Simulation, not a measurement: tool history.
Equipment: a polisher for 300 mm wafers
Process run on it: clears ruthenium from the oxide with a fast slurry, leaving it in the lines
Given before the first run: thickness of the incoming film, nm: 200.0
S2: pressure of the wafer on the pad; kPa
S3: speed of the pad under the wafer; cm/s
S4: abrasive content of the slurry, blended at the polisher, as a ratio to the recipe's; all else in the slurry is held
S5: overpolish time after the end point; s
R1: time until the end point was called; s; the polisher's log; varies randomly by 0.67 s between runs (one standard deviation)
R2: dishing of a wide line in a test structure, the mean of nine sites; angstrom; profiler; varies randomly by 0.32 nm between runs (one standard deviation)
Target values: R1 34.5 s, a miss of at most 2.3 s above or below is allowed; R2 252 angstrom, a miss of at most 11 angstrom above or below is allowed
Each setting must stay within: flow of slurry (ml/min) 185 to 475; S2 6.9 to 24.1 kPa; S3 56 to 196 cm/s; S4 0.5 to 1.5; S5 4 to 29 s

{"run": 1, "hour": 0.0, "flow of slurry (ml/min)": 305, "S2": 15.2, "S3": 126, "S4": 1, "S5": 15, "R1": 52.466, "R2": 438.55}
{"run": 2, "hour": 6.1, "flow of slurry (ml/min)": 305, "S2": 15.2, "S3": 126, "S4": 1, "S5": 14, "R1": 51.497, "R2": 418.02}
{"run": 3, "hour": 14.5, "flow of slurry (ml/min)": 305, "S2": 13.8, "S3": 126, "S4": 1, "S5": 14, "R1": 57.106, "R2": 394.17}
{"run": 4, "hour": 21.1, "flow of slurry (ml/min)": 305, "S2": 15.2, "S3": 120, "S4": 1, "S5": 13, "R1": 53.372, "R2": 384.73}
{"run": 5, "hour": 25.2, "flow of slurry (ml/min)": 305, "S2": 17.9, "S3": 120, "S4": 1, "S5": 13, "R1": 44.706, "R2": 432.46}
{"run": 6, "hour": 26.7, "flow of slurry (ml/min)": 305, "S2": 17.9, "S3": 120, "S4": 0.9, "S5": 13, "R1": 46.59, "R2": 407.1}
{"hour": 27.4, "done": "slurry nozzle cleaned"}
{"run": 7, "hour": 27.4, "flow of slurry (ml/min)": 305, "S2": 18.6, "S3": 120, "S4": 0.85, "S5": 12, "R1": 47.294, "R2": 404.39}
{"run": 8, "hour": 32.0, "flow of slurry (ml/min)": 305, "S2": 18.6, "S3": 120, "S4": 0.85, "S5": 12, "R1": 47.257, "R2": 401.97}
{"run": 9, "hour": 37.1, "flow of slurry (ml/min)": 295, "S2": 19.3, "S3": 114, "S4": 0.9, "S5": 11, "R1": 44.469, "R2": 387.98}
{"run": 10, "hour": 41.5, "flow of slurry (ml/min)": 285, "S2": 19.3, "S3": 108, "S4": 0.95, "S5": 10, "R1": 45.402, "R2": 351.94}
{"run": 11, "hour": 50.1, "flow of slurry (ml/min)": 275, "S2": 19.3, "S3": 104, "S4": 1, "S5": 9, "R1": 43.915, "R2": 333.57}
{"run": 12, "hour": 56.3, "flow of slurry (ml/min)": 265, "S2": 19.3, "S3": 102, "S4": 1.05, "S5": 8, "R1": 45.263, "R2": 305.02}
{"run": 13, "hour": 61.6, "flow of slurry (ml/min)": 255, "S2": 19.3, "S3": 100, "S4": 1.1, "S5": 8, "R1": 44.951, "R2": 306.93}
{"run": 14, "hour": 66.6, "flow of slurry (ml/min)": 250, "S2": 20, "S3": 96, "S4": 1.15, "S5": 8, "R1": 42.017, "R2": 309.25}
{"run": 15, "hour": 69.0, "flow of slurry (ml/min)": 245, "S2": 20, "S3": 94, "S4": 1.2, "S5": 8, "R1": 42.477, "R2": 316.41}
{"run": 16, "hour": 76.8, "flow of slurry (ml/min)": 240, "S2": 20.7, "S3": 90, "S4": 1.25, "S5": 8, "R1": 41.906, "R2": 320.34}
{"run": 17, "hour": 81.7, "flow of slurry (ml/min)": 235, "S2": 21.4, "S3": 88, "S4": 1.25, "S5": 8, "R1": 39.123, "R2": 337.95}
{"run": 18, "hour": 82.2, "flow of slurry (ml/min)": 230, "S2": 21.4, "S3": 88, "S4": 1.3, "S5": 8, "R1": 39.206, "R2": 334.93}
{"run": 19, "hour": 89.1, "flow of slurry (ml/min)": 225, "S2": 21.4, "S3": 86, "S4": 1.3, "S5": 8, "R1": 39.99, "R2": 329.85}
{"run": 20, "hour": 94.1, "flow of slurry (ml/min)": 220, "S2": 21.4, "S3": 84, "S4": 1.3, "S5": 8, "R1": 39.589, "R2": 333.63}
{"run": 21, "hour": 96.4, "flow of slurry (ml/min)": 215, "S2": 21.4, "S3": 82, "S4": 1.3, "S5": 8, "R1": 41.254, "R2": 321.83}
{"run": 22, "hour": 103.7, "flow of slurry (ml/min)": 215, "S2": 21.4, "S3": 82, "S4": 1.3, "S5": 8, "R1": 40.972, "R2": 325.27}
{"run": 23, "hour": 111.5, "flow of slurry (ml/min)": 230, "S2": 21.4, "S3": 82, "S4": 1.3, "S5": 8, "R1": 40.64, "R2": 327.47}
{"run": 24, "hour": 116.8, "flow of slurry (ml/min)": 225, "S2": 21.4, "S3": 82, "S4": 1.3, "S5": 8, "R1": 40.632, "R2": 320.7}
{"run": 25, "hour": 123.1, "flow of slurry (ml/min)": 240, "S2": 21.4, "S3": 80, "S4": 1.3, "S5": 8, "R1": 41.189, "R2": 316.44}
{"run": 26, "hour": 132.1, "flow of slurry (ml/min)": 255, "S2": 21.4, "S3": 80, "S4": 1.3, "S5": 8, "R1": 41.104, "R2": 315.19}

Which of these 4 next moves meets every target?
{"run": "A", "hour": 141.1, "flow of slurry (ml/min)": 310, "S2": 23.4, "S3": 94, "S4": 1.35, "S5": 7, "R1": "?", "R2": "?"}
{"run": "B", "hour": 141.1, "flow of slurry (ml/min)": 235, "S2": 15.2, "S3": 94, "S4": 1.2, "S5": 12, "R1": "?", "R2": "?"}
{"run": "C", "hour": 141.1, "flow of slurry (ml/min)": 230, "S2": 24.1, "S3": 100, "S4": 1.1, "S5": 10, "R1": "?", "R2": "?"}
{"run": "D", "hour": 141.1, "flow of slurry (ml/min)": 285, "S2": 24.1, "S3": 80, "S4": 1.4, "S5": 5, "R1": "?", "R2": "?"}

move=A R1=33.67 R2=344.46
move=B R1=55.349 R2=356.21
move=C R1=35.743 R2=433.6
move=D R1=35.203 R2=250.55
A: misses by more than the last run did
B: misses by more than the last run did
C: misses by more than the last run did
D: each result inside its tolerance
Go with D: it meets all targets.

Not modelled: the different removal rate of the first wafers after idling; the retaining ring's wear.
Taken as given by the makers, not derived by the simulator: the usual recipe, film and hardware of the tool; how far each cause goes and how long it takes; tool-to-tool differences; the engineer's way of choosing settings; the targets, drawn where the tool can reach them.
